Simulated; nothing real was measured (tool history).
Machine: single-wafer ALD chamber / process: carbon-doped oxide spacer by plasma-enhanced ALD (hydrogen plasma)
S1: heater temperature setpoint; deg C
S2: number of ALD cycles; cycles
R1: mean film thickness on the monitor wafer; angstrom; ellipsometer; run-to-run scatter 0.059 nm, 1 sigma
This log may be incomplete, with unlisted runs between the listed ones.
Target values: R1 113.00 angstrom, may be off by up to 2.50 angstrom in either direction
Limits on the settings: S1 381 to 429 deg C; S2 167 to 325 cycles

{"run": 1, "day": 0.0, "S1": 405, "S2": 246, "R1": 135.42}
{"run": 2, "day": 0.233, "S1": 408, "S2": 234, "R1": 128.18}
{"run": 3, "day": 0.608, "S1": 410, "S2": 225, "R1": 122.22}
{"run": 4, "day": 0.954, "S1": 421, "S2": 225, "R1": 117.49}
{"run": 5, "day": 1.15, "S1": 421, "S2": 238, "R1": 125.62}
{"run": 6, "day": 1.296, "S1": 422, "S2": 231, "R1": 120.53}
{"run": 7, "day": 1.604, "S1": 423, "S2": 227, "R1": 117.47}
{"run": 8, "day": 1.717, "S1": 424, "S2": 225, "R1": 116.32}

Which single option among these 5 for the next run brings every result within its allowed miss of target? Just one does.
{"run": "A", "day": 1.829, "S1": 429, "S2": 244, "R1": "?"}
{"run": "B", "day": 1.829, "S1": 424, "S2": 207, "R1": "?"}
{"run": "C", "day": 1.829, "S1": 429, "S2": 223, "R1": "?"}
{"run": "D", "day": 1.829, "S1": 426, "S2": 243, "R1": "?"}
{"run": "E", "day": 1.829, "S1": 415, "S2": 203, "R1": "?"}

move=A R1=123.06
move=B R1=106.37
move=C R1=112.47
move=D R1=123.94
move=E R1=107.78
A: its largest miss is bigger than the last run's
B: takes the result that was furthest off past its target
C: each result inside its tolerance
D: its largest miss is bigger than the last run's
E: takes the result that was furthest off past its target
Go with C: it meets all targets.
